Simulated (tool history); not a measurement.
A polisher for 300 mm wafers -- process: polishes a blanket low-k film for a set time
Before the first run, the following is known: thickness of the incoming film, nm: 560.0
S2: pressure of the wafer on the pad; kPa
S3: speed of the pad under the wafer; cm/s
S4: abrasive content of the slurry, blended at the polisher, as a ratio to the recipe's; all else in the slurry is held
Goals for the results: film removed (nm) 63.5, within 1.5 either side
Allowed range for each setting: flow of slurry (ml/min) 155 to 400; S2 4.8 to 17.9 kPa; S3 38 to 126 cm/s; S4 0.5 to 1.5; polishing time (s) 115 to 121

{"run": 1, "day": 0.0, "flow of slurry (ml/min)": 255, "S2": 11, "S3": 82, "S4": 1, "polishing time (s)": 115, "film removed (nm)": 37.023}
{"run": 2, "day": 0.133, "flow of slurry (ml/min)": 290, "S2": 11, "S3": 82, "S4": 1, "polishing time (s)": 115, "film removed (nm)": 37.589}
{"run": 3, "day": 0.188, "flow of slurry (ml/min)": 290, "S2": 11, "S3": 82, "S4": 1.1, "polishing time (s)": 115, "film removed (nm)": 39.06}
{"run": 4, "day": 0.283, "flow of slurry (ml/min)": 295, "S2": 12.4, "S3": 82, "S4": 1.1, "polishing time (s)": 115, "film removed (nm)": 43.531}
{"run": 5, "day": 0.396, "flow of slurry (ml/min)": 295, "S2": 10.3, "S3": 82, "S4": 1.1, "polishing time (s)": 115, "film removed (nm)": 37.111}
{"run": 6, "day": 0.462, "flow of slurry (ml/min)": 250, "S2": 10.3, "S3": 82, "S4": 1.1, "polishing time (s)": 115, "film removed (nm)": 36.44}
{"run": 7, "day": 0.642, "flow of slurry (ml/min)": 250, "S2": 11.7, "S3": 82, "S4": 1.1, "polishing time (s)": 115, "film removed (nm)": 41.438}
{"run": 8, "day": 0.996, "flow of slurry (ml/min)": 250, "S2": 12.4, "S3": 82, "S4": 1.1, "polishing time (s)": 115, "film removed (nm)": 43.633}
{"run": 9, "day": 1.121, "flow of slurry (ml/min)": 250, "S2": 13.1, "S3": 82, "S4": 1.1, "polishing time (s)": 115, "film removed (nm)": 45.343}
{"run": 10, "day": 1.458, "flow of slurry (ml/min)": 250, "S2": 13.8, "S3": 82, "S4": 1.1, "polishing time (s)": 115, "film removed (nm)": 47.426}
{"run": 11, "day": 1.7, "flow of slurry (ml/min)": 250, "S2": 14.5, "S3": 82, "S4": 1.1, "polishing time (s)": 115, "film removed (nm)": 49.604}
{"run": 12, "day": 1.95, "flow of slurry (ml/min)": 250, "S2": 15.2, "S3": 82, "S4": 1.1, "polishing time (s)": 115, "film removed (nm)": 52.499}
{"run": 13, "day": 2.096, "flow of slurry (ml/min)": 250, "S2": 15.9, "S3": 82, "S4": 1.1, "polishing time (s)": 115, "film removed (nm)": 54.168}
{"run": 14, "day": 2.146, "flow of slurry (ml/min)": 280, "S2": 17.9, "S3": 82, "S4": 1.1, "polishing time (s)": 115, "film removed (nm)": 62.051}

Which one of the following 4 next-run settings gets every result inside its allowed miss? There is exactly one.
{"run": "A", "day": 2.196, "flow of slurry (ml/min)": 335, "S2": 17.2, "S3": 86, "S4": 1.15, "polishing time (s)": 118, "film removed (nm)": "?"}
{"run": "B", "day": 2.196, "flow of slurry (ml/min)": 385, "S2": 17.2, "S3": 94, "S4": 0.9, "polishing time (s)": 118, "film removed (nm)": "?"}
{"run": "C", "day": 2.196, "flow of slurry (ml/min)": 265, "S2": 17.2, "S3": 76, "S4": 1.2, "polishing time (s)": 118, "film removed (nm)": "?"}
{"run": "D", "day": 2.196, "flow of slurry (ml/min)": 285, "S2": 17.9, "S3": 78, "S4": 1.1, "polishing time (s)": 115, "film removed (nm)": "?"}

move=A film_removed_(nm)=66.204
move=B film_removed_(nm)=63.102
move=C film_removed_(nm)=59.813
move=D film_removed_(nm)=59.736
A: takes the biggest miss from the last run beyond its target
B: each result inside its tolerance
C: moves away from the targets compared with the last run
D: moves away from the targets compared with the last run
B is the move that brings every result within its allowed miss.
